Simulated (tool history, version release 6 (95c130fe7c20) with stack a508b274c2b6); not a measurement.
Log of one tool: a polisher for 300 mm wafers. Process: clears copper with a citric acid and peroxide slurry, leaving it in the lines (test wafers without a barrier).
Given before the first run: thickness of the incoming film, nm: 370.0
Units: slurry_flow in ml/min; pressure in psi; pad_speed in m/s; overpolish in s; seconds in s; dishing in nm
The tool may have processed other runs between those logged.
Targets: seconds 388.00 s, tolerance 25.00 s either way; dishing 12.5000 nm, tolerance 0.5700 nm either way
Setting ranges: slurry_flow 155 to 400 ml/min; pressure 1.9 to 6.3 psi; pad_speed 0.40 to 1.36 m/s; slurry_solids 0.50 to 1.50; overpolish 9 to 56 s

run	hour	slurry_flow	pressure	pad_speed	slurry_solids	overpolish	seconds	dishing
1	0.0	255	4.1	0.88	1.00	29	158.63	46.9810
2	3.9	255	4.1	0.88	1.15	29	150.90	48.4630
3	7.6	255	4.1	0.88	1.15	39	150.69	62.8930
4	9.8	255	4.1	1.02	1.15	39	128.53	71.4380
5	13.1	240	3.5	0.86	1.15	31	184.19	42.8160
6	19.1	230	3.2	0.74	1.15	25	224.32	30.1000
7	21.2	195	2.3	0.50	1.00	11	463.51	6.6993
8	26.2	185	2.4	0.50	1.05	14	440.30	9.1859
9	31.5	180	2.5	0.50	1.10	14	420.34	9.6508
10	38.6	175	2.6	0.50	1.15	15	415.00	10.5400
11	46.5	170	2.7	0.50	1.15	15	399.32	10.7980
12	53.2	170	2.7	0.50	1.20	15	376.28	10.9910
13	56.4	165	2.7	0.50	1.20	16	393.73	11.5410
14	63.1	165	2.7	0.50	1.20	16	394.79	11.6510
15	65.8	160	2.7	0.50	1.20	16	398.64	11.5960

Below are 5 possible settings for the next run. Only one of them brings all results inside the allowed miss of their targets. Which is it?
A	68.5	185	2.2	0.62	1.10	14	?	?
B	68.5	160	2.8	0.48	1.35	15	?	?
C	68.5	160	2.1	0.66	1.10	17	?	?
D	68.5	200	2.6	0.52	1.05	15	?	?
E	68.5	155	2.5	0.52	1.30	15	?	?

move	seconds	dishing
A	386.43	10.3200
B	383.36	11.1520
C	386.39	12.4260
D	394.22	10.8450
E	398.83	10.7190
A: its largest miss is bigger than the last run's
B: its largest miss is bigger than the last run's
C: all results in spec
D: its largest miss is bigger than the last run's
E: its largest miss is bigger than the last run's
Answer: C
